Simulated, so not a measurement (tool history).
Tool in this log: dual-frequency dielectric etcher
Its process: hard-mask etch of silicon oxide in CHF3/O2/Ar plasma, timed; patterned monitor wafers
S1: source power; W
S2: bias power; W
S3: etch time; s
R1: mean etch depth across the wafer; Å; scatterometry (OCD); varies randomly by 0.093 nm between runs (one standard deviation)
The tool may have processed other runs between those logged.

{"run": 1, "hour": 0.0, "S1": 740, "S2": 148, "S3": 22.5, "R1": 446.11}
{"run": 2, "hour": 8.1, "S1": 810, "S2": 148, "S3": 22.5, "R1": 465.58}
{"run": 3, "hour": 13.3, "S1": 770, "S2": 141, "S3": 22.5, "R1": 451.82}
{"run": 4, "hour": 18.8, "S1": 700, "S2": 141, "S3": 22.5, "R1": 426.74}
{"run": 5, "hour": 21.1, "S1": 670, "S2": 137, "S3": 22.5, "R1": 410.32}
{"run": 6, "hour": 29.8, "S1": 650, "S2": 135, "S3": 22.5, "R1": 400.63}
{"hour": 32.0, "done": "wet clean of the chamber"}
{"run": 7, "hour": 32.0, "S1": 630, "S2": 133, "S3": 22.5, "R1": 410.88}
{"run": 8, "hour": 35.9, "S1": 610, "S2": 128, "S3": 22.5, "R1": 400.13}
{"run": 9, "hour": 37.4, "S1": 590, "S2": 123, "S3": 22.5, "R1": 387.26}

Forecast run 10:
{"run": 10, "hour": 38.9, "S1": 570, "S2": 119, "S3": 22.5, "R1": "?"}

Run 10 yielded R1 375.42 Å.
